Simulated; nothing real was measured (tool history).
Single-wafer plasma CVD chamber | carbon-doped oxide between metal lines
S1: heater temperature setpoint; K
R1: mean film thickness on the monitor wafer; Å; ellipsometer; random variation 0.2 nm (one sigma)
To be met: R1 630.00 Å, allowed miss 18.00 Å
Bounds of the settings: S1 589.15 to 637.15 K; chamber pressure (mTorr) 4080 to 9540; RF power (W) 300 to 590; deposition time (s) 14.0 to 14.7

Run 1, day 0.000: S1 613.15 K, chamber pressure (mTorr) 6810, RF power (W) 445, deposition time (s) 14.7. Result: R1 736.85 Å.
Run 2, day 0.254: S1 614.15 K, chamber pressure (mTorr) 6730, RF power (W) 420, deposition time (s) 14.6. Result: R1 694.47 Å.
Run 3, day 0.458: S1 610.15 K, chamber pressure (mTorr) 6730, RF power (W) 420, deposition time (s) 14.6. Result: R1 708.02 Å.
Run 4, day 0.579: S1 613.15 K, chamber pressure (mTorr) 6600, RF power (W) 410, deposition time (s) 14.6. Result: R1 682.69 Å.
Run 5, day 0.938: S1 613.15 K, chamber pressure (mTorr) 6600, RF power (W) 385, deposition time (s) 14.6. Result: R1 650.50 Å.
Run 6, day 1.121: S1 613.15 K, chamber pressure (mTorr) 6600, RF power (W) 435, deposition time (s) 14.6. Result: R1 716.93 Å.
Run 7, day 1.196: S1 616.15 K, chamber pressure (mTorr) 6480, RF power (W) 420, deposition time (s) 14.6. Result: R1 690.15 Å.
Run 8, day 1.479: S1 617.15 K, chamber pressure (mTorr) 6430, RF power (W) 410, deposition time (s) 14.6. Result: R1 678.84 Å.
Run 9, day 1.712: S1 617.15 K, chamber pressure (mTorr) 6420, RF power (W) 400, deposition time (s) 14.6. Result: R1 660.38 Å.
Run 10, day 1.875: S1 618.15 K, chamber pressure (mTorr) 6370, RF power (W) 395, deposition time (s) 14.6. Result: R1 656.74 Å.

Which of these 5 next moves meets every target?
Run A, day 2.038: S1 613.15 K, chamber pressure (mTorr) 7530, RF power (W) 420, deposition time (s) 14.7. Result: R1 ?.
Run B, day 2.038: S1 619.15 K, chamber pressure (mTorr) 5960, RF power (W) 385, deposition time (s) 14.7. Result: R1 ?.
Run C, day 2.038: S1 630.15 K, chamber pressure (mTorr) 6980, RF power (W) 405, deposition time (s) 14.7. Result: R1 ?.
Run D, day 2.038: S1 613.15 K, chamber pressure (mTorr) 6520, RF power (W) 430, deposition time (s) 14.7. Result: R1 ?.
Run E, day 2.038: S1 613.15 K, chamber pressure (mTorr) 7960, RF power (W) 430, deposition time (s) 14.0. Result: R1 ?.

move      R1
   A  709.28
   B  636.09
   C  655.98
   D  714.35
   E  691.58
A: further off than the last run
B: meets every target
C: as far off as the last run
D: further off than the last run
E: further off than the last run
Answer: B
